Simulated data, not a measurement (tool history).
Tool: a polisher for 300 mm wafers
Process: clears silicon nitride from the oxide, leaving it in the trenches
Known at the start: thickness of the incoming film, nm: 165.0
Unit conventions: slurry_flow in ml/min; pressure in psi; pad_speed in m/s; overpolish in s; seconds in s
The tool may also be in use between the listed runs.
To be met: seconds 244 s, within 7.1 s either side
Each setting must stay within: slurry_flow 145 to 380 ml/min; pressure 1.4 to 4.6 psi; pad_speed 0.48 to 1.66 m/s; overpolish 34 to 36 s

run 1 day=0 | slurry_flow=245 pressure=3 pad_speed=1.06 overpolish=34 | seconds=151.24
run 2 day=0.242 | slurry_flow=245 pressure=3 pad_speed=1.06 overpolish=36 | seconds=152.43
run 3 day=0.371 | slurry_flow=245 pressure=2.7 pad_speed=1.06 overpolish=36 | seconds=167.76
run 4 day=0.471 | slurry_flow=245 pressure=3.4 pad_speed=1.06 overpolish=36 | seconds=136.77
run 5 day=0.75 | slurry_flow=270 pressure=3.4 pad_speed=1.06 overpolish=36 | seconds=133
run 6 day=1.071 | slurry_flow=270 pressure=3.4 pad_speed=0.84 overpolish=36 | seconds=169.77
run 7 day=1.275 | slurry_flow=265 pressure=3.2 pad_speed=0.84 overpolish=36 | seconds=176.34
run 8 day=1.333 | slurry_flow=260 pressure=3 pad_speed=0.84 overpolish=36 | seconds=191.34
run 9 day=1.396 | slurry_flow=255 pressure=2.9 pad_speed=0.84 overpolish=36 | seconds=196.4
-- day=1.675 worn pad replaced by a new one
run 10 day=1.675 | slurry_flow=255 pressure=2.8 pad_speed=0.84 overpolish=36 | seconds=185.62
run 11 day=1.9 | slurry_flow=255 pressure=2.5 pad_speed=0.84 overpolish=36 | seconds=205.94
run 12 day=2.058 | slurry_flow=245 pressure=2.4 pad_speed=0.84 overpolish=36 | seconds=211.17
run 13 day=2.296 | slurry_flow=245 pressure=1.9 pad_speed=0.84 overpolish=36 | seconds=262.05

Which of these 4 next moves meets every target?
run A day=2.533 | slurry_flow=260 pressure=1.8 pad_speed=0.78 overpolish=36 | seconds=?
run B day=2.533 | slurry_flow=270 pressure=2 pad_speed=0.7 overpolish=36 | seconds=?
run C day=2.533 | slurry_flow=220 pressure=2.4 pad_speed=0.74 overpolish=34 | seconds=?
run D day=2.533 | slurry_flow=305 pressure=2.2 pad_speed=0.7 overpolish=34 | seconds=?

move=A seconds=303.61
move=B seconds=303.63
move=C seconds=245.98
move=D seconds=274.53
A: further off than the last run
B: further off than the last run
C: every result within its allowed miss
D: further off than the last run
The move that meets every target is C.
